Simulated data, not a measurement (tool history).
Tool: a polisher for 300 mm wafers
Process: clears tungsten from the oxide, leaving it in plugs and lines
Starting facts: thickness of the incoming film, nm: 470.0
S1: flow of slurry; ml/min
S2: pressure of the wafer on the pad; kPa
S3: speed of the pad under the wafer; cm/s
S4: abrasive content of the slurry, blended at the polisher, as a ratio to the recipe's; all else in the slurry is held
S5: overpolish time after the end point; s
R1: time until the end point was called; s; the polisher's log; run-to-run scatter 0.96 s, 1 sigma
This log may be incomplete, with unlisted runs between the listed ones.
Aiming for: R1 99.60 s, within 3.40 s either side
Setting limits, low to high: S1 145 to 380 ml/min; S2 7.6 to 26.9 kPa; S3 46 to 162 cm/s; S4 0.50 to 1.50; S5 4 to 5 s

run    day   S1    S2   S3    S4  S5      R1
  1  0.000  245  17.2  104  1.00   5  137.90
  2  0.192  245  18.6  104  1.00   5  125.92
  3  0.271  245  21.4  104  1.00   5  108.87
  4  0.433  245  21.4  104  0.90   5  111.59
  5  0.708  205  21.4  104  0.90   5  117.32
  6  0.775  205  21.4   80  0.90   5  145.46
  7  1.146  230  22.8   80  0.90   5  136.30
  8  1.188  235  24.1   82  0.90   5  126.67
  9  1.504  235  24.8   86  0.90   5  117.16
 10  1.758  235  25.5   88  0.90   5  112.74
 11  1.958  235  25.5   88  0.90   5  112.79
 12  2.154  240  26.2   90  0.90   5  107.45
 13  2.421  240  26.2   92  0.90   5  103.95

Next run, 5 choices. One meets every target within its allowed miss, the rest don't. Which?
  A  2.688  205  26.2   94  0.90   5   ?
  B  2.688  185  24.8  100  0.85   5   ?
  C  2.688  270  26.2   88  0.90   5   ?
  D  2.688  210  26.2   88  1.00   4   ?
  E  2.688  245  24.8  104  0.85   5   ?

move      R1
   A  105.57
   B  108.32
   C  108.34
   D  108.95
   E  100.31
A: its largest miss is bigger than the last run's
B: its largest miss is bigger than the last run's
C: its largest miss is bigger than the last run's
D: its largest miss is bigger than the last run's
E: in spec on every target
The right move is E.
